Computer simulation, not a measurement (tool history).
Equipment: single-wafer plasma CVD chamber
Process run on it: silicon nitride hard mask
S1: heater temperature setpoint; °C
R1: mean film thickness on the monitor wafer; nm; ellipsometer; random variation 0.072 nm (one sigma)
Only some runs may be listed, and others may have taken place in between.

{"run": 1, "hour": 0.0, "S1": 410, "chamber pressure (mTorr)": 2080, "RF power (W)": 235, "deposition time (s)": 20.6, "R1": 21.276}
{"run": 2, "hour": 4.0, "S1": 414, "chamber pressure (mTorr)": 2080, "RF power (W)": 235, "deposition time (s)": 20.6, "R1": 21.156}
{"run": 3, "hour": 7.6, "S1": 414, "chamber pressure (mTorr)": 2020, "RF power (W)": 230, "deposition time (s)": 20.5, "R1": 20.5}
{"run": 4, "hour": 15.6, "S1": 414, "chamber pressure (mTorr)": 2210, "RF power (W)": 230, "deposition time (s)": 20.5, "R1": 21.044}
{"run": 5, "hour": 23.0, "S1": 423, "chamber pressure (mTorr)": 2210, "RF power (W)": 230, "deposition time (s)": 20.5, "R1": 20.963}
{"run": 6, "hour": 25.9, "S1": 423, "chamber pressure (mTorr)": 1860, "RF power (W)": 230, "deposition time (s)": 20.5, "R1": 19.877}
{"run": 7, "hour": 27.5, "S1": 423, "chamber pressure (mTorr)": 1460, "RF power (W)": 205, "deposition time (s)": 20.2, "R1": 15.929}
{"run": 8, "hour": 28.4, "S1": 423, "chamber pressure (mTorr)": 1500, "RF power (W)": 205, "deposition time (s)": 20.2, "R1": 16.166}
{"run": 9, "hour": 31.1, "S1": 423, "chamber pressure (mTorr)": 1540, "RF power (W)": 205, "deposition time (s)": 20.2, "R1": 16.204}
{"run": 10, "hour": 32.1, "S1": 423, "chamber pressure (mTorr)": 1580, "RF power (W)": 205, "deposition time (s)": 20.2, "R1": 16.417}
{"run": 11, "hour": 38.2, "S1": 423, "chamber pressure (mTorr)": 1610, "RF power (W)": 205, "deposition time (s)": 20.2, "R1": 16.492}
{"run": 12, "hour": 44.7, "S1": 423, "chamber pressure (mTorr)": 1640, "RF power (W)": 205, "deposition time (s)": 20.2, "R1": 16.721}
{"run": 13, "hour": 53.4, "S1": 423, "chamber pressure (mTorr)": 1660, "RF power (W)": 205, "deposition time (s)": 20.2, "R1": 16.792}
{"run": 14, "hour": 60.6, "S1": 423, "chamber pressure (mTorr)": 1680, "RF power (W)": 205, "deposition time (s)": 20.2, "R1": 16.869}
{"run": 15, "hour": 69.0, "S1": 423, "chamber pressure (mTorr)": 1700, "RF power (W)": 205, "deposition time (s)": 20.2, "R1": 16.857}

Predict the results of run 16:
{"run": 16, "hour": 69.6, "S1": 423, "chamber pressure (mTorr)": 1720, "RF power (W)": 205, "deposition time (s)": 20.2, "R1": "?"}

R1: 16.886 nm

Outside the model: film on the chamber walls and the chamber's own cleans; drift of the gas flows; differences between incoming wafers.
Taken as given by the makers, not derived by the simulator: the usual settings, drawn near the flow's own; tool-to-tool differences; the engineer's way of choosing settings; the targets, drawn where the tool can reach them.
